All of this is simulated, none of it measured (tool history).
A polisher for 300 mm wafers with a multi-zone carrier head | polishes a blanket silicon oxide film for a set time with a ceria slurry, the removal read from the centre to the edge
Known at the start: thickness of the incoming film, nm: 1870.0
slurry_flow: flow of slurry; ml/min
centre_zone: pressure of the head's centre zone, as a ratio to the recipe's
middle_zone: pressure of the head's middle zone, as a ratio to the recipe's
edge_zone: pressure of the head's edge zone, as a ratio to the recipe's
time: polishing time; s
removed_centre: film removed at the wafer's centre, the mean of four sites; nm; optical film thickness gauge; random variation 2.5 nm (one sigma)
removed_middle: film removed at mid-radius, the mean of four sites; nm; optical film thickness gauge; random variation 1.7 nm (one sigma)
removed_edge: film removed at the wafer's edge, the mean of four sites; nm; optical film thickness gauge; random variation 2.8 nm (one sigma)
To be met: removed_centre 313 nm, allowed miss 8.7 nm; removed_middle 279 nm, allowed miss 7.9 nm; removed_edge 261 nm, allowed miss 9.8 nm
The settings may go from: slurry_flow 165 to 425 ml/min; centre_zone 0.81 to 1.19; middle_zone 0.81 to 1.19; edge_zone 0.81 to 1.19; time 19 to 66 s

{"run": 1, "hour": 0.0, "slurry_flow": 275, "centre_zone": 1, "middle_zone": 1, "edge_zone": 1, "time": 42, "removed_centre": 298.37, "removed_middle": 344.69, "removed_edge": 322.59}
{"run": 2, "hour": 4.1, "slurry_flow": 275, "centre_zone": 1.02, "middle_zone": 0.99, "edge_zone": 0.98, "time": 41, "removed_centre": 294.51, "removed_middle": 339.8, "removed_edge": 320.07}
{"run": 3, "hour": 11.6, "slurry_flow": 275, "centre_zone": 1.02, "middle_zone": 0.99, "edge_zone": 0.98, "time": 35, "removed_centre": 248.19, "removed_middle": 286.48, "removed_edge": 269.69}
{"run": 4, "hour": 19.9, "slurry_flow": 295, "centre_zone": 1.04, "middle_zone": 0.97, "edge_zone": 0.96, "time": 35, "removed_centre": 253.3, "removed_middle": 283.02, "removed_edge": 268.93}
{"run": 5, "hour": 27.2, "slurry_flow": 295, "centre_zone": 1.04, "middle_zone": 0.97, "edge_zone": 0.96, "time": 39, "removed_centre": 283.45, "removed_middle": 315.77, "removed_edge": 302.08}
{"run": 6, "hour": 33.9, "slurry_flow": 305, "centre_zone": 1.06, "middle_zone": 0.96, "edge_zone": 0.94, "time": 39, "removed_centre": 295.35, "removed_middle": 318.52, "removed_edge": 296.19}
{"run": 7, "hour": 39.2, "slurry_flow": 305, "centre_zone": 1.08, "middle_zone": 0.95, "edge_zone": 0.93, "time": 39, "removed_centre": 296.62, "removed_middle": 312.9, "removed_edge": 298.07}
{"hour": 42.3, "done": "centre zone pressure recalibrated"}
{"run": 8, "hour": 42.3, "slurry_flow": 320, "centre_zone": 1.09, "middle_zone": 0.94, "edge_zone": 0.91, "time": 38, "removed_centre": 321.45, "removed_middle": 306.62, "removed_edge": 283.25}

4 next moves are on the table. One of them brings every result within its allowed miss. Which?
{"run": "A", "hour": 45.4, "slurry_flow": 325, "centre_zone": 1.09, "middle_zone": 0.97, "edge_zone": 1.01, "time": 37, "removed_centre": "?", "removed_middle": "?", "removed_edge": "?"}
{"run": "B", "hour": 45.4, "slurry_flow": 320, "centre_zone": 1.07, "middle_zone": 0.94, "edge_zone": 0.88, "time": 35, "removed_centre": "?", "removed_middle": "?", "removed_edge": "?"}
{"run": "C", "hour": 45.4, "slurry_flow": 365, "centre_zone": 1.09, "middle_zone": 0.91, "edge_zone": 0.86, "time": 36, "removed_centre": "?", "removed_middle": "?", "removed_edge": "?"}
{"run": "D", "hour": 45.4, "slurry_flow": 220, "centre_zone": 1.06, "middle_zone": 0.85, "edge_zone": 0.99, "time": 36, "removed_centre": "?", "removed_middle": "?", "removed_edge": "?"}

move=A removed_centre=319.03 removed_middle=303.28 removed_edge=294.91
move=B removed_centre=296.55 removed_middle=279.73 removed_edge=262.56
move=C removed_centre=312.7 removed_middle=282.8 removed_edge=269.22
move=D removed_centre=294.4 removed_middle=259.87 removed_edge=279.41
A: as far off as the last run
B: brings the result that was furthest off to its target, and leaves another outside
C: meets every target
D: takes the result that was furthest off past its target
The right move is C.

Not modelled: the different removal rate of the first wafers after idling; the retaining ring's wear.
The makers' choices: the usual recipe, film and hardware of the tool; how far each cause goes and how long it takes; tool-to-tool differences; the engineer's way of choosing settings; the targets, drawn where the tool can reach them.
